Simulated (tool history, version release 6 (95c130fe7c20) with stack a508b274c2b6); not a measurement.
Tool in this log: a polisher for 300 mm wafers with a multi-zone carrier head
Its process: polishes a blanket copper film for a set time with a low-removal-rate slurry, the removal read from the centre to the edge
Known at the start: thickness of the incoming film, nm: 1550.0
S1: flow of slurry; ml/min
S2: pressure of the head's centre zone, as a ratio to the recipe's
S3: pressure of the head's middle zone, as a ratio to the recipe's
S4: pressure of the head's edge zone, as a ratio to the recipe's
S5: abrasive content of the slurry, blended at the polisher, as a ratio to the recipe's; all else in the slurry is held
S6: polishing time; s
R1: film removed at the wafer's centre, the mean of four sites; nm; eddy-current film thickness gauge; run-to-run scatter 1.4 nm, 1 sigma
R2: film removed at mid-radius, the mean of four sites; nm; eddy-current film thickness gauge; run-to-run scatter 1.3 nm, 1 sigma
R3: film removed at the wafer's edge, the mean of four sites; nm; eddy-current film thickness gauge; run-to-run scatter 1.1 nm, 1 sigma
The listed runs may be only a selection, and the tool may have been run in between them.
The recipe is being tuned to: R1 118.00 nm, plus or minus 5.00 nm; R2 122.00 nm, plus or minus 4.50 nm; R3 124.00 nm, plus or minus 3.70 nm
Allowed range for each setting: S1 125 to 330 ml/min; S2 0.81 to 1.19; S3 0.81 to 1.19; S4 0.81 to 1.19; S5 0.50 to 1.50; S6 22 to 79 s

run  hour   S1    S2    S3    S4    S5  S6      R1      R2      R3
  1   0.0  210  1.00  1.00  1.00  1.00  50  166.66  168.49  168.52
  2   7.6  210  1.00  1.00  1.00  1.20  50  172.84  173.80  170.62
  3   9.2  210  1.00  1.00  1.00  1.20  57  199.89  198.65  194.24
  4  15.9  210  1.00  0.95  1.00  1.20  57  199.59  190.72  194.12
  5  24.1  180  1.00  0.95  1.00  1.20  57  191.30  186.72  192.10
  6  31.4  180  0.93  0.95  1.00  1.20  57  187.05  183.85  195.96
  7  39.3  175  0.93  0.96  0.97  1.10  52  163.15  168.64  168.08
  8  42.0  170  0.92  0.93  0.95  1.00  50  149.41  154.12  157.28
  9  48.7  170  0.93  0.90  0.85  0.75  43  120.87  120.30  119.10

Which one of the following 5 next-run settings gets every result inside its allowed miss? There is exactly one.
  A  55.4  140  0.97  0.96  0.81  0.80  42   ?   ?   ?
  B  55.4  185  0.91  0.89  0.81  0.75  41   ?   ?   ?
  C  55.4  180  0.87  0.90  0.89  0.65  45   ?   ?   ?
  D  55.4  210  0.97  0.96  0.81  0.50  43   ?   ?   ?
  E  55.4  130  1.07  0.93  0.84  0.55  46   ?   ?   ?

move      R1      R2      R3
   A  119.16  119.66  112.27
   B  116.94  115.45  112.73
   C  119.62  122.91  124.29
   D  119.36  118.72  109.01
   E  125.44  114.89  112.86
A: further off than the last run
B: further off than the last run
C: all results land within tolerance of their targets
D: further off than the last run
E: further off than the last run
Correct choice: C, which meets every target
